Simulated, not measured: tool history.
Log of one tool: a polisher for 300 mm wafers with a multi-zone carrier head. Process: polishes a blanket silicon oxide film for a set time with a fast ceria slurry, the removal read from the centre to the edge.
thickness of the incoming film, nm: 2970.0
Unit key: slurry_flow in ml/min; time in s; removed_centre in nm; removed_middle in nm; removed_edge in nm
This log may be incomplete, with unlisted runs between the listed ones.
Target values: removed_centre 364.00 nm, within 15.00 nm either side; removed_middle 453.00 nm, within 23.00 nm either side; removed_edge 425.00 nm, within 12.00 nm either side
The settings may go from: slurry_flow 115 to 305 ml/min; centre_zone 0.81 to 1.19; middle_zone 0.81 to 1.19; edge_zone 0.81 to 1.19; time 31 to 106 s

run 1 hour=0.0 | slurry_flow=195 centre_zone=1.00 middle_zone=1.00 edge_zone=1.00 time=68 | removed_centre=557.27 removed_middle=555.84 removed_edge=575.28
run 2 hour=2.8 | slurry_flow=190 centre_zone=0.97 middle_zone=1.01 edge_zone=0.98 time=65 | removed_centre=501.72 removed_middle=541.24 removed_edge=529.46
run 3 hour=10.7 | slurry_flow=185 centre_zone=0.95 middle_zone=0.99 edge_zone=0.96 time=64 | removed_centre=487.97 removed_middle=512.80 removed_edge=524.43
run 4 hour=19.7 | slurry_flow=230 centre_zone=0.95 middle_zone=0.99 edge_zone=0.96 time=64 | removed_centre=505.38 removed_middle=533.95 removed_edge=530.93
run 5 hour=27.5 | slurry_flow=225 centre_zone=0.93 middle_zone=0.99 edge_zone=0.94 time=62 | removed_centre=474.66 removed_middle=507.13 removed_edge=509.99
run 6 hour=31.7 | slurry_flow=225 centre_zone=0.93 middle_zone=0.99 edge_zone=0.94 time=56 | removed_centre=437.85 removed_middle=448.72 removed_edge=460.43
run 7 hour=33.5 | slurry_flow=220 centre_zone=0.91 middle_zone=1.00 edge_zone=0.93 time=56 | removed_centre=422.58 removed_middle=465.09 removed_edge=456.00
run 8 hour=39.0 | slurry_flow=215 centre_zone=0.90 middle_zone=1.00 edge_zone=0.92 time=56 | removed_centre=412.77 removed_middle=458.77 removed_edge=454.54
run 9 hour=47.4 | slurry_flow=210 centre_zone=0.89 middle_zone=1.01 edge_zone=0.91 time=56 | removed_centre=409.12 removed_middle=459.99 removed_edge=446.15

Below are 4 possible settings for the next run. Only one of them brings all results inside the allowed miss of their targets. Which is it?
run A hour=55.8 | slurry_flow=245 centre_zone=0.83 middle_zone=1.14 edge_zone=0.92 time=49 | removed_centre=? removed_middle=? removed_edge=?
run B hour=55.8 | slurry_flow=185 centre_zone=0.84 middle_zone=1.06 edge_zone=0.89 time=54 | removed_centre=? removed_middle=? removed_edge=?
run C hour=55.8 | slurry_flow=230 centre_zone=1.03 middle_zone=0.94 edge_zone=0.82 time=57 | removed_centre=? removed_middle=? removed_edge=?
run D hour=55.8 | slurry_flow=220 centre_zone=0.83 middle_zone=1.16 edge_zone=0.90 time=53 | removed_centre=? removed_middle=? removed_edge=?

move=A removed_centre=339.64 removed_middle=450.53 removed_edge=402.09
move=B removed_centre=363.08 removed_middle=449.21 removed_edge=424.73
move=C removed_centre=486.34 removed_middle=441.15 removed_edge=442.70
move=D removed_centre=362.03 removed_middle=488.13 removed_edge=426.12
A: moves the result that the last run missed by most past its target, out the other side
B: each result inside its tolerance
C: lands further from the targets than the last run did
D: the furthest-off result lands on target, but another misses its tolerance
B is the move that brings every result within its allowed miss.
